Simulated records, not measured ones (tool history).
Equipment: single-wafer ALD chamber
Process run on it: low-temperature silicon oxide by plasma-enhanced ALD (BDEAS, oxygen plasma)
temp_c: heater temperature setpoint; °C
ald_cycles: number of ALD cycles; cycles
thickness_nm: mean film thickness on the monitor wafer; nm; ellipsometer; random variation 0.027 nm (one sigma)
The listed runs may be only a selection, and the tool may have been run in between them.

run	hour	temp_c	ald_cycles	thickness_nm
1	0	90	40	5.7393
2	6.8	90	36	5.1716
3	10.3	86	37	5.3331
4	15.9	77	37	5.562
# hour 20.2: thermocouple changed; heater temperature recalibrated
5	20.2	70	37	5.8505
6	24.9	66	37	5.8482
7	31.9	66	38	6.0668

Run 8 has not been measured yet. What should we expect?
8	34.1	66	39	?

Run 8 measured thickness_nm 6.2147 nm.

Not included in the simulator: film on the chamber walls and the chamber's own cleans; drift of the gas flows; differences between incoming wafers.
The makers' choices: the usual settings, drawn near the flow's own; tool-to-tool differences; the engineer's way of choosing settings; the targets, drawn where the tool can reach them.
